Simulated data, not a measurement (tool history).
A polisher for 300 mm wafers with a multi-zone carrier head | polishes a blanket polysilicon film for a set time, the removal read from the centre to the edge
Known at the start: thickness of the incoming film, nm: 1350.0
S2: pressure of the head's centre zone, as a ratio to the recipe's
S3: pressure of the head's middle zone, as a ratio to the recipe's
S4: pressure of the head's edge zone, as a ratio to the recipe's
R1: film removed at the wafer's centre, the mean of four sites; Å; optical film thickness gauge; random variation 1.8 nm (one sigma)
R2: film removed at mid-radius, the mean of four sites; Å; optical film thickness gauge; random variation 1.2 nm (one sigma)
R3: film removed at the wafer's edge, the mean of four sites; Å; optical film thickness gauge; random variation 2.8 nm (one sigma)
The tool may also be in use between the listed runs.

{"run": 1, "hour": 0.0, "flow of slurry (ml/min)": 245, "S2": 1.0, "S3": 1.0, "S4": 1.0, "polishing time (s)": 66, "R1": 3959.5, "R2": 3988.6, "R3": 3826.2}
{"run": 2, "hour": 4.9, "flow of slurry (ml/min)": 245, "S2": 1.0, "S3": 0.94, "S4": 1.0, "polishing time (s)": 66, "R1": 3968.5, "R2": 3823.5, "R3": 3789.8}
{"run": 3, "hour": 13.0, "flow of slurry (ml/min)": 210, "S2": 1.0, "S3": 0.9, "S4": 1.01, "polishing time (s)": 54, "R1": 3180.8, "R2": 2947.5, "R3": 3182.2}
{"run": 4, "hour": 19.0, "flow of slurry (ml/min)": 210, "S2": 0.94, "S3": 0.9, "S4": 1.01, "polishing time (s)": 54, "R1": 3003.8, "R2": 2949.7, "R3": 3096.2}
{"run": 5, "hour": 26.8, "flow of slurry (ml/min)": 190, "S2": 0.97, "S3": 0.87, "S4": 0.99, "polishing time (s)": 46, "R1": 2569.1, "R2": 2399.9, "R3": 2647.0}
{"run": 6, "hour": 29.0, "flow of slurry (ml/min)": 190, "S2": 0.97, "S3": 0.87, "S4": 0.99, "polishing time (s)": 37, "R1": 2107.5, "R2": 1918.7, "R3": 2160.0}

Run 7 comes next. What will it give?
{"run": 7, "hour": 35.2, "flow of slurry (ml/min)": 190, "S2": 0.99, "S3": 0.85, "S4": 0.98, "polishing time (s)": 37, "R1": "?", "R2": "?", "R3": "?"}

Run 7 gave R1 2126.8 Å, R2 1902.1 Å, R3 2099.0 Å.
